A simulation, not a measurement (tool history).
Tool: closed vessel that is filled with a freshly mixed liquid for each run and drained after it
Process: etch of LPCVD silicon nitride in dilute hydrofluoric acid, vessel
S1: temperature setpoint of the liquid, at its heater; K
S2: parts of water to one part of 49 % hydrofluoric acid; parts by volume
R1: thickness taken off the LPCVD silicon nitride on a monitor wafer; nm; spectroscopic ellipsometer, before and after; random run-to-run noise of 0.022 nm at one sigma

run 1 hour=0 | S1=294.15 S2=40 time_in_the_liquid_(s)=900 | R1=7.8767
run 2 hour=8 | S1=293.65 S2=40 time_in_the_liquid_(s)=900 | R1=7.5873
run 3 hour=14.7 | S1=293.15 S2=40 time_in_the_liquid_(s)=900 | R1=7.3102
run 4 hour=24.3 | S1=293.15 S2=35 time_in_the_liquid_(s)=900 | R1=8.3269
run 5 hour=26.5 | S1=291.65 S2=35 time_in_the_liquid_(s)=900 | R1=7.4647
run 6 hour=34.1 | S1=290.15 S2=35 time_in_the_liquid_(s)=900 | R1=6.7904
run 7 hour=42.4 | S1=290.15 S2=40 time_in_the_liquid_(s)=900 | R1=5.9271
run 8 hour=46.7 | S1=290.15 S2=45 time_in_the_liquid_(s)=895 | R1=5.2391

Estimate the outcome of run 9 from the log above:
run 9 hour=50.3 | S1=290.15 S2=50 time_in_the_liquid_(s)=895 | R1=?

R1: 4.7251 nm

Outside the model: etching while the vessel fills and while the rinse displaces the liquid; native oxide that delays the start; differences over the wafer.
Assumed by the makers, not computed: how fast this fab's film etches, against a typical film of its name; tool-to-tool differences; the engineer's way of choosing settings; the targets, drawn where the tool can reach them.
